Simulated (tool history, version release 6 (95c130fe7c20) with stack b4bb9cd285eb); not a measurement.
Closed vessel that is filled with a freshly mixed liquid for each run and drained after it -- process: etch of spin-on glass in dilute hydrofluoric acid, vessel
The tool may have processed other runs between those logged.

run  hour  temperature setpoint of the liquid (K)  parts of water to one part of 49 % hydrofluoric acid (parts by volume)  time in the liquid (s)  thickness taken off the spin-on glass on a monitor wafer (angstrom)
  1   0.0                                  293.15                                                                     250                      30                                                               29.176
  2   5.1                                  293.15                                                                     175                      30                                                               44.684
  3  12.0                                  292.15                                                                     210                      30                                                               34.105
  4  20.9                                  294.65                                                                     210                      30                                                               37.571
  5  21.6                                  294.65                                                                     210                      30                                                               37.579
  6  30.3                                  294.65                                                                     155                      30                                                               53.987

Estimate the outcome of run 7 from the log above:
  7  36.1                                  293.65                                                                     195                      30                                                                    ?

{"run 7": {"thickness taken off the spin-on glass on a monitor wafer (angstrom)": 39.892}}
